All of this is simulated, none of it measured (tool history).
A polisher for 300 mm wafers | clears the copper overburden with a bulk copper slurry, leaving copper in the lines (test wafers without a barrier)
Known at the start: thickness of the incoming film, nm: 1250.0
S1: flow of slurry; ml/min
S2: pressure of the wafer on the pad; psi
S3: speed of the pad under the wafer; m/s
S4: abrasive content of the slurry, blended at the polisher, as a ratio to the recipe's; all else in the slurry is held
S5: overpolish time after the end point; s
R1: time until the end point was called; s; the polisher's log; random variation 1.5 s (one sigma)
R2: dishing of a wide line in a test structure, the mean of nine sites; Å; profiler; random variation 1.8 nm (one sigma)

run	hour	S1	S2	S3	S4	S5	R1	R2
1	0	220	3.5	0.88	1	15	168.08	738.86
2	4.5	215	3.4	0.88	1	17	175.23	780.56
3	8	185	3.4	0.88	1	17	178.15	771.06
4	10.1	185	3.4	0.76	1	17	204.29	685.4
5	11.1	220	3.4	0.76	1	17	198.09	713.7
6	12.3	220	4	0.76	1	17	169.73	786.52
7	13.6	215	3.9	0.76	1	19	174.28	832.89
8	19.3	210	3.9	0.76	1	21	174.74	899.27

The next listed run, before its measurement:
9	23.3	205	3.9	0.76	1	22	?	?

R1: 176.02 s
R2: 944.08 Å
